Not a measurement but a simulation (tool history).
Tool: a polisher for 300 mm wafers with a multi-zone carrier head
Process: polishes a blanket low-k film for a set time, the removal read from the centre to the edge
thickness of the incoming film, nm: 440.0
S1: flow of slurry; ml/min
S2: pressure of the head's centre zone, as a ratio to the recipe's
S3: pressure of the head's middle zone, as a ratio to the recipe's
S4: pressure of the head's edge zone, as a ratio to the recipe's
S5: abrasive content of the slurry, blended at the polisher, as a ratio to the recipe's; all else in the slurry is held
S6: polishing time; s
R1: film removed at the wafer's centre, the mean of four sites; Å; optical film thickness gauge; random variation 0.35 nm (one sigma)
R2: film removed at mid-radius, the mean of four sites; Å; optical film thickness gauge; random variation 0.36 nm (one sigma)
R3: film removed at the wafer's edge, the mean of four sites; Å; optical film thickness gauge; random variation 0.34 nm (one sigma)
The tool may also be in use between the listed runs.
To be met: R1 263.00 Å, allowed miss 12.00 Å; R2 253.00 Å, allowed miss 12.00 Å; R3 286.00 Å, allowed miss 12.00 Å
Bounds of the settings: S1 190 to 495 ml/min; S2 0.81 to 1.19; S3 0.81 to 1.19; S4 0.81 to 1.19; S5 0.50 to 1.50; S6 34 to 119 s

run,day,S1,S2,S3,S4,S5,S6,R1,R2,R3
1,0.000,320,1.00,1.00,1.00,1.00,76,424.50,444.50,446.07
2,0.062,320,1.05,1.00,1.00,1.00,76,446.81,432.01,457.31
3,0.375,320,1.10,1.00,1.00,1.00,76,470.91,431.09,444.45
4,0.417,320,1.14,1.00,1.00,1.00,76,489.39,440.39,443.81
5,0.617,320,1.14,1.00,1.00,1.00,63,411.48,364.44,366.15
6,0.992,320,1.12,0.99,1.00,0.95,63,394.65,353.63,354.85
7,1.088,315,1.10,0.97,1.01,0.90,63,373.21,330.74,356.61
8,1.421,315,1.08,0.97,1.00,0.85,63,351.31,331.26,343.32
9,1.492,300,1.01,0.87,1.05,0.60,59,266.51,230.71,273.17
10,1.529,300,1.01,0.88,1.05,0.60,59,262.00,232.98,277.94
11,1.675,300,1.01,0.89,1.05,0.60,59,257.80,239.48,274.38

4 next moves are on the table. One of them brings every result within its allowed miss. Which?
A,1.821,325,0.97,1.05,0.97,0.75,53,?,?,?
B,1.821,195,0.97,0.89,0.99,0.65,62,?,?,?
C,1.821,320,0.92,1.10,1.00,0.50,64,?,?,?
D,1.821,295,0.98,0.82,1.06,0.60,61,?,?,?

move,R1,R2,R3
A,252.26,270.71,265.64
B,264.06,247.79,284.73
C,232.30,273.60,261.29
D,259.16,224.44,282.79
A: takes the result that was furthest off past its target
B: meets every target
C: takes the result that was furthest off past its target
D: further off than the last run
Move B is the one to make.

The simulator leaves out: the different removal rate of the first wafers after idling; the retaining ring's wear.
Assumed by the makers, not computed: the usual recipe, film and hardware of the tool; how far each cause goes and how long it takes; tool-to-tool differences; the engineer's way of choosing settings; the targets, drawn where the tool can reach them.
